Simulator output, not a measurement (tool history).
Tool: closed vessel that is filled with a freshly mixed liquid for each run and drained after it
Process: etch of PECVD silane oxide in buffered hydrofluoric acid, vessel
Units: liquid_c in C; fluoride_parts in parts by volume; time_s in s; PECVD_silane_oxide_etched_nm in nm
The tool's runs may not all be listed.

| run | hour | liquid_c | fluoride_parts | time_s | PECVD_silane_oxide_etched_nm |
|---|---|---|---|---|---|
| 1 | 0.0 | 23.0 | 21.0 | 95 | 102.080 |
| 2 | 2.1 | 23.0 | 27.0 | 95 | 84.962 |
| 3 | 3.0 | 24.0 | 27.0 | 95 | 89.710 |
| 4 | 10.5 | 26.5 | 27.0 | 95 | 101.790 |
| 5 | 18.3 | 26.5 | 27.0 | 100 | 107.500 |
| 6 | 26.1 | 24.0 | 27.0 | 100 | 93.795 |
| 7 | 34.8 | 24.5 | 27.0 | 100 | 97.300 |
| 8 | 43.2 | 25.0 | 27.0 | 100 | 100.170 |
| 9 | 44.4 | 25.5 | 27.0 | 100 | 102.750 |
| 10 | 45.9 | 26.0 | 27.0 | 100 | 106.010 |
| 11 | 53.5 | 26.5 | 27.0 | 100 | 107.010 |

The next listed run, before its measurement:
| 12 | 56.1 | 27.0 | 27.0 | 100 | ? |

{"run 12": {"PECVD_silane_oxide_etched_nm": 110.87}}
